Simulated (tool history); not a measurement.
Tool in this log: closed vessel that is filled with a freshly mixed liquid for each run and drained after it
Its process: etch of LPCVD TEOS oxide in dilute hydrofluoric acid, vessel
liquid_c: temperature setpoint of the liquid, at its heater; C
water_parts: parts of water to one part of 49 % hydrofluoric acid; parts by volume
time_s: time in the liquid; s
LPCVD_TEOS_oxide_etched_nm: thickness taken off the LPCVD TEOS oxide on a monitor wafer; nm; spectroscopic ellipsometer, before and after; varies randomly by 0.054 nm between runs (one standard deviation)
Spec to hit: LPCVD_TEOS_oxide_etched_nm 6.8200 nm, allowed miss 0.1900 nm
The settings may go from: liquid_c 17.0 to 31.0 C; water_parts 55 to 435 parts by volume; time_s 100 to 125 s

Run 1, hour 0.0: liquid_c 23.0 C, water_parts 245 parts by volume, time_s 125 s. Result: LPCVD_TEOS_oxide_etched_nm 11.5840 nm.
Run 2, hour 2.5: liquid_c 23.0 C, water_parts 285 parts by volume, time_s 125 s. Result: LPCVD_TEOS_oxide_etched_nm 9.3259 nm.
Run 3, hour 9.8: liquid_c 23.0 C, water_parts 250 parts by volume, time_s 125 s. Result: LPCVD_TEOS_oxide_etched_nm 11.1720 nm.
Run 4, hour 12.2: liquid_c 22.5 C, water_parts 255 parts by volume, time_s 125 s. Result: LPCVD_TEOS_oxide_etched_nm 10.6210 nm.
Run 5, hour 17.9: liquid_c 24.5 C, water_parts 255 parts by volume, time_s 125 s. Result: LPCVD_TEOS_oxide_etched_nm 11.4610 nm.
Run 6, hour 19.8: liquid_c 23.5 C, water_parts 260 parts by volume, time_s 125 s. Result: LPCVD_TEOS_oxide_etched_nm 10.9380 nm.
Run 7, hour 26.5: liquid_c 22.5 C, water_parts 265 parts by volume, time_s 125 s. Result: LPCVD_TEOS_oxide_etched_nm 10.0630 nm.
Run 8, hour 32.8: liquid_c 22.0 C, water_parts 270 parts by volume, time_s 125 s. Result: LPCVD_TEOS_oxide_etched_nm 9.7102 nm.
Run 9, hour 35.2: liquid_c 21.5 C, water_parts 275 parts by volume, time_s 125 s. Result: LPCVD_TEOS_oxide_etched_nm 9.4470 nm.
Run 10, hour 42.5: liquid_c 21.0 C, water_parts 280 parts by volume, time_s 125 s. Result: LPCVD_TEOS_oxide_etched_nm 8.8800 nm.
Run 11, hour 48.7: liquid_c 20.5 C, water_parts 285 parts by volume, time_s 125 s. Result: LPCVD_TEOS_oxide_etched_nm 8.6677 nm.
Run 12, hour 54.5: liquid_c 20.0 C, water_parts 290 parts by volume, time_s 125 s. Result: LPCVD_TEOS_oxide_etched_nm 8.2323 nm.
Run 13, hour 60.5: liquid_c 19.5 C, water_parts 290 parts by volume, time_s 125 s. Result: LPCVD_TEOS_oxide_etched_nm 8.1470 nm.
Run 14, hour 65.6: liquid_c 19.5 C, water_parts 290 parts by volume, time_s 125 s. Result: LPCVD_TEOS_oxide_etched_nm 8.1941 nm.
Run 15, hour 72.3: liquid_c 19.0 C, water_parts 295 parts by volume, time_s 125 s. Result: LPCVD_TEOS_oxide_etched_nm 7.7926 nm.
Run 16, hour 75.7: liquid_c 18.0 C, water_parts 305 parts by volume, time_s 125 s. Result: LPCVD_TEOS_oxide_etched_nm 7.2078 nm.

Which one of the following 5 next-run settings gets every result inside its allowed miss? There is exactly one.
Run A, hour 79.1: liquid_c 21.5 C, water_parts 315 parts by volume, time_s 125 s. Result: LPCVD_TEOS_oxide_etched_nm ?.
Run B, hour 79.1: liquid_c 20.0 C, water_parts 305 parts by volume, time_s 125 s. Result: LPCVD_TEOS_oxide_etched_nm ?.
Run C, hour 79.1: liquid_c 20.0 C, water_parts 315 parts by volume, time_s 115 s. Result: LPCVD_TEOS_oxide_etched_nm ?.
Run D, hour 79.1: liquid_c 19.0 C, water_parts 300 parts by volume, time_s 105 s. Result: LPCVD_TEOS_oxide_etched_nm ?.
Run E, hour 79.1: liquid_c 17.0 C, water_parts 280 parts by volume, time_s 125 s. Result: LPCVD_TEOS_oxide_etched_nm ?.

move  LPCVD_TEOS_oxide_etched_nm
   A                      7.8951
   B                      7.7954
   C                      6.8829
   D                      6.4458
   E                      7.7585
A: the biggest miss grows against the last run
B: the biggest miss grows against the last run
C: all results in spec
D: carries the result that was furthest off beyond its target, to the other side
E: the biggest miss grows against the last run
Correct choice: C, which meets every target
